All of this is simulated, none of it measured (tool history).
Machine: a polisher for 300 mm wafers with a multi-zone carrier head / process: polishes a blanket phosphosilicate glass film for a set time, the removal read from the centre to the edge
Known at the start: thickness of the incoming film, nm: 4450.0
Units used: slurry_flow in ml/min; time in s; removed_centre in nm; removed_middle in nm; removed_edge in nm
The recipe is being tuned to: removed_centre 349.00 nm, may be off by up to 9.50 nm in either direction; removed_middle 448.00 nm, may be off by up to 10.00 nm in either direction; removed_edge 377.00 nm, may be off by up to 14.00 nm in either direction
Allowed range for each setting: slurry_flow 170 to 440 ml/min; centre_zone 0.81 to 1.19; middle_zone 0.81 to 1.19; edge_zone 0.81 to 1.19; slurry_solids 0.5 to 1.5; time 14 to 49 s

{"run": 1, "hour": 0.0, "slurry_flow": 280, "centre_zone": 1.0, "middle_zone": 1.0, "edge_zone": 1.0, "slurry_solids": 1.0, "time": 31, "removed_centre": 310.62, "removed_middle": 305.21, "removed_edge": 297.66}
{"run": 2, "hour": 1.1, "slurry_flow": 220, "centre_zone": 1.0, "middle_zone": 1.0, "edge_zone": 1.0, "slurry_solids": 1.0, "time": 31, "removed_centre": 294.31, "removed_middle": 302.48, "removed_edge": 290.4}
{"run": 3, "hour": 6.0, "slurry_flow": 220, "centre_zone": 1.0, "middle_zone": 1.0, "edge_zone": 1.0, "slurry_solids": 1.0, "time": 37, "removed_centre": 357.67, "removed_middle": 354.53, "removed_edge": 348.46}
{"run": 4, "hour": 7.1, "slurry_flow": 230, "centre_zone": 0.98, "middle_zone": 1.04, "edge_zone": 1.01, "slurry_solids": 1.0, "time": 37, "removed_centre": 351.26, "removed_middle": 373.29, "removed_edge": 343.12}
{"run": 5, "hour": 12.4, "slurry_flow": 230, "centre_zone": 0.98, "middle_zone": 1.04, "edge_zone": 1.01, "slurry_solids": 1.0, "time": 45, "removed_centre": 426.75, "removed_middle": 447.18, "removed_edge": 428.64}
{"run": 6, "hour": 15.5, "slurry_flow": 230, "centre_zone": 0.98, "middle_zone": 1.04, "edge_zone": 1.01, "slurry_solids": 0.8, "time": 45, "removed_centre": 394.86, "removed_middle": 417.21, "removed_edge": 391.3}
{"run": 7, "hour": 19.2, "slurry_flow": 225, "centre_zone": 0.96, "middle_zone": 1.06, "edge_zone": 1.01, "slurry_solids": 0.8, "time": 45, "removed_centre": 386.2, "removed_middle": 424.01, "removed_edge": 392.62}
{"run": 8, "hour": 20.2, "slurry_flow": 220, "centre_zone": 0.94, "middle_zone": 1.08, "edge_zone": 1.0, "slurry_solids": 0.8, "time": 45, "removed_centre": 380.79, "removed_middle": 426.3, "removed_edge": 389.73}
{"run": 9, "hour": 27.0, "slurry_flow": 215, "centre_zone": 0.92, "middle_zone": 1.1, "edge_zone": 1.0, "slurry_solids": 0.8, "time": 45, "removed_centre": 367.27, "removed_middle": 432.41, "removed_edge": 388.69}
{"run": 10, "hour": 30.4, "slurry_flow": 215, "centre_zone": 0.92, "middle_zone": 1.1, "edge_zone": 1.0, "slurry_solids": 0.8, "time": 45, "removed_centre": 371.08, "removed_middle": 428.94, "removed_edge": 388.26}

Which one of the following 5 next-run settings gets every result inside its allowed miss? There is exactly one.
{"run": "A", "hour": 33.8, "slurry_flow": 215, "centre_zone": 0.89, "middle_zone": 1.18, "edge_zone": 1.0, "slurry_solids": 0.8, "time": 44, "removed_centre": "?", "removed_middle": "?", "removed_edge": "?"}
{"run": "B", "hour": 33.8, "slurry_flow": 220, "centre_zone": 0.94, "middle_zone": 0.97, "edge_zone": 0.98, "slurry_solids": 1.2, "time": 42, "removed_centre": "?", "removed_middle": "?", "removed_edge": "?"}
{"run": "C", "hour": 33.8, "slurry_flow": 245, "centre_zone": 0.98, "middle_zone": 1.08, "edge_zone": 0.99, "slurry_solids": 1.0, "time": 41, "removed_centre": "?", "removed_middle": "?", "removed_edge": "?"}
{"run": "D", "hour": 33.8, "slurry_flow": 170, "centre_zone": 0.94, "middle_zone": 1.11, "edge_zone": 1.01, "slurry_solids": 0.7, "time": 47, "removed_centre": "?", "removed_middle": "?", "removed_edge": "?"}
{"run": "E", "hour": 33.8, "slurry_flow": 185, "centre_zone": 0.98, "middle_zone": 1.07, "edge_zone": 0.96, "slurry_solids": 0.8, "time": 47, "removed_centre": "?", "removed_middle": "?", "removed_edge": "?"}

move=A removed_centre=351.39 removed_middle=449.29 removed_edge=382.01
move=B removed_centre=404.20 removed_middle=417.25 removed_edge=416.31
move=C removed_centre=391.68 removed_middle=425.86 removed_edge=387.89
move=D removed_centre=360.16 removed_middle=418.43 removed_edge=380.99
move=E removed_centre=397.65 removed_middle=430.92 removed_edge=394.18
A: every result lands within tolerance
B: further off than the last run
C: further off than the last run
D: further off than the last run
E: further off than the last run
The right move is A.

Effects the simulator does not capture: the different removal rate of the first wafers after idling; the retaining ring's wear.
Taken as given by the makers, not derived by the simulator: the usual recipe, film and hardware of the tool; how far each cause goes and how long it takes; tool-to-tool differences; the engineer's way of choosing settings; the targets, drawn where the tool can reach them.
